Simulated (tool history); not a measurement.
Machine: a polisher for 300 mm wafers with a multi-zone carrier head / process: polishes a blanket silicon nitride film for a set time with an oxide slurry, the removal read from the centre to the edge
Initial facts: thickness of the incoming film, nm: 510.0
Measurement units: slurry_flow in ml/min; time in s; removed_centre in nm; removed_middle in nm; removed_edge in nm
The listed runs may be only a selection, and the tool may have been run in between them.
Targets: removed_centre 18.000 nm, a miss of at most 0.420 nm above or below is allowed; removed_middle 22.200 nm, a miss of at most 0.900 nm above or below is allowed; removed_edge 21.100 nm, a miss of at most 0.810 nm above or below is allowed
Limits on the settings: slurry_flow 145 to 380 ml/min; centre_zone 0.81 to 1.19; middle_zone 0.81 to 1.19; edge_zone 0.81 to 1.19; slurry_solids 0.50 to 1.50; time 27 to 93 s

run,hour,slurry_flow,centre_zone,middle_zone,edge_zone,slurry_solids,time,removed_centre,removed_middle,removed_edge
1,0.0,245,1.00,1.00,1.00,1.00,59,27.635,29.033,27.420
2,4.1,230,0.94,0.99,0.98,0.85,59,23.785,27.795,25.645
3,10.3,230,0.94,0.99,0.91,0.85,59,23.812,27.860,24.442
4,19.3,280,0.94,0.99,0.91,0.85,59,24.275,27.793,24.934
5,22.7,280,0.94,0.99,0.91,0.85,66,27.091,30.718,27.817
6,31.7,280,0.94,0.99,0.91,0.95,66,28.549,33.194,29.819
7,32.8,275,0.90,0.95,0.90,0.80,64,24.302,27.879,26.374
8,41.2,265,0.87,0.94,0.88,0.70,63,21.627,25.662,24.252
9,47.2,255,0.85,0.93,0.86,0.65,63,20.196,24.568,22.773
10,56.2,255,0.85,0.93,0.86,0.65,63,20.309,24.911,22.552
11,58.3,255,0.85,0.93,0.86,0.65,63,20.340,24.803,22.756
12,64.5,240,0.84,0.91,0.86,0.65,63,19.905,24.540,22.619
13,71.9,235,0.83,0.89,0.85,0.60,63,18.757,22.684,21.463
14,75.2,225,0.82,0.89,0.85,0.60,63,18.588,22.712,21.378

Exactly one of the 5 candidate moves below puts every result within its allowed miss. Which one?
A,78.5,170,0.83,1.13,0.81,0.55,62,?,?,?
B,78.5,190,0.81,1.12,0.81,0.55,64,?,?,?
C,78.5,145,0.84,0.91,0.85,0.50,73,?,?,?
D,78.5,160,0.87,0.88,0.81,0.55,70,?,?,?
E,78.5,250,0.87,0.81,0.90,0.60,63,?,?,?

move,removed_centre,removed_middle,removed_edge
A,16.554,24.231,18.825
B,17.051,25.370,19.723
C,17.999,22.710,21.013
D,19.309,22.965,21.123
E,19.730,22.125,22.044
A: takes the result that was furthest off past its target
B: takes the result that was furthest off past its target
C: every result lands within tolerance
D: misses by more than the last run did
E: misses by more than the last run did
C meets every target.
